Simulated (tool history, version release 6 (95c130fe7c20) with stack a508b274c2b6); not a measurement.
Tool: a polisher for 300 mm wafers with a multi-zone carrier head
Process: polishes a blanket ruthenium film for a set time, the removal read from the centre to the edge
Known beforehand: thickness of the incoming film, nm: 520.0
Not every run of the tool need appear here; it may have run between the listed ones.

run	hour	flow of slurry (ml/min)	pressure of the head's centre zone	pressure of the head's middle zone	pressure of the head's edge zone	polishing time (s)	film removed at the wafer's centre (angstrom)	film removed at mid-radius (angstrom)	film removed at the wafer's edge (angstrom)
1	0.0	215	1.00	1.00	1.00	42	567.22	569.17	554.09
2	5.6	215	1.00	0.92	1.00	42	569.14	530.52	547.75
3	8.5	170	1.00	0.92	1.00	42	545.59	516.05	544.90
4	10.2	170	1.00	0.92	0.95	42	543.71	514.24	529.81
5	14.9	170	1.07	0.92	0.95	42	576.48	514.37	527.88
6	23.3	170	1.05	0.93	0.93	41	566.96	510.09	506.02
7	26.2	165	1.03	0.93	0.92	40	532.44	487.12	494.91
8	27.9	165	1.02	0.94	0.90	40	523.81	496.54	488.41

Run 9 comes next. What will it give?
9	36.3	165	1.02	0.94	0.89	40	?	?	?

{"run 9": {"film removed at the wafer's centre (angstrom)": 510.79, "film removed at mid-radius (angstrom)": 494.87, "film removed at the wafer's edge (angstrom)": 495.92}}
